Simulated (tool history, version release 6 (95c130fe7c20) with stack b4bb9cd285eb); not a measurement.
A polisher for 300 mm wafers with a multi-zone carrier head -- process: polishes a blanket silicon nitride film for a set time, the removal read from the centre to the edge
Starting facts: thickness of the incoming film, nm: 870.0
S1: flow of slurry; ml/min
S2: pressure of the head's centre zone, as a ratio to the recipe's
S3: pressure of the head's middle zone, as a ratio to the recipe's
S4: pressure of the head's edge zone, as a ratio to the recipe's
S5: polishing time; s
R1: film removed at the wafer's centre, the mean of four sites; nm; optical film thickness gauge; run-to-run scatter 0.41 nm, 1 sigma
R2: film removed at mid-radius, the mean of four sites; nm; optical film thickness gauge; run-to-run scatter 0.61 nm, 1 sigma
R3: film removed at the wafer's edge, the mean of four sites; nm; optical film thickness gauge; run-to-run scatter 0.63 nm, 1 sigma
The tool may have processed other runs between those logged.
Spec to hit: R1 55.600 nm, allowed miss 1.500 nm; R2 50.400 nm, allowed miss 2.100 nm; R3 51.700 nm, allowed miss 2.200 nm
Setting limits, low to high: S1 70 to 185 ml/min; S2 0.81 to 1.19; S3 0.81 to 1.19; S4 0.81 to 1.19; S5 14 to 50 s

{"run": 1, "hour": 0.0, "S1": 120, "S2": 1.0, "S3": 1.0, "S4": 1.0, "S5": 32, "R1": 38.877, "R2": 39.244, "R3": 39.391}
{"run": 2, "hour": 0.9, "S1": 120, "S2": 1.0, "S3": 1.0, "S4": 1.0, "S5": 26, "R1": 31.858, "R2": 32.453, "R3": 31.186}
{"run": 3, "hour": 7.7, "S1": 95, "S2": 1.0, "S3": 1.0, "S4": 1.0, "S5": 26, "R1": 29.928, "R2": 30.001, "R3": 30.827}
{"run": 4, "hour": 16.6, "S1": 100, "S2": 1.02, "S3": 1.01, "S4": 1.02, "S5": 28, "R1": 33.116, "R2": 32.866, "R3": 33.0}
{"run": 5, "hour": 24.3, "S1": 105, "S2": 1.03, "S3": 1.01, "S4": 1.03, "S5": 29, "R1": 34.852, "R2": 34.374, "R3": 35.289}
{"run": 6, "hour": 28.2, "S1": 105, "S2": 1.03, "S3": 1.01, "S4": 0.96, "S5": 29, "R1": 34.74, "R2": 34.326, "R3": 33.935}
{"run": 7, "hour": 36.7, "S1": 110, "S2": 1.04, "S3": 1.01, "S4": 0.98, "S5": 30, "R1": 37.333, "R2": 36.837, "R3": 36.629}
{"run": 8, "hour": 45.1, "S1": 140, "S2": 1.14, "S3": 1.05, "S4": 1.08, "S5": 31, "R1": 42.801, "R2": 40.382, "R3": 39.764}

5 candidate next runs follow, results not yet known. Just one meets every target within its allowed miss. Identify it.
{"run": "A", "hour": 53.5, "S1": 125, "S2": 1.18, "S3": 0.87, "S4": 1.17, "S5": 42, "R1": "?", "R2": "?", "R3": "?"}
{"run": "B", "hour": 53.5, "S1": 90, "S2": 1.19, "S3": 0.89, "S4": 1.04, "S5": 43, "R1": "?", "R2": "?", "R3": "?"}
{"run": "C", "hour": 53.5, "S1": 130, "S2": 1.18, "S3": 0.81, "S4": 1.19, "S5": 42, "R1": "?", "R2": "?", "R3": "?"}
{"run": "D", "hour": 53.5, "S1": 125, "S2": 1.17, "S3": 0.82, "S4": 1.12, "S5": 35, "R1": "?", "R2": "?", "R3": "?"}
{"run": "E", "hour": 53.5, "S1": 145, "S2": 1.09, "S3": 0.95, "S4": 1.0, "S5": 41, "R1": "?", "R2": "?", "R3": "?"}

move=A R1=58.093 R2=46.068 R3=55.538
move=B R1=55.031 R2=44.687 R3=50.950
move=C R1=58.576 R2=43.780 R3=56.380
move=D R1=48.114 R2=36.574 R3=45.282
move=E R1=55.523 R2=49.780 R3=51.052
A: moves the result that the last run missed by most past its target, out the other side
B: meets the target for the result that was furthest off, but another lies outside its allowed miss
C: moves the result that the last run missed by most past its target, out the other side
D: moves toward the targets from the last run without getting all of them in spec
E: all results land within tolerance of their targets
The right move is E.
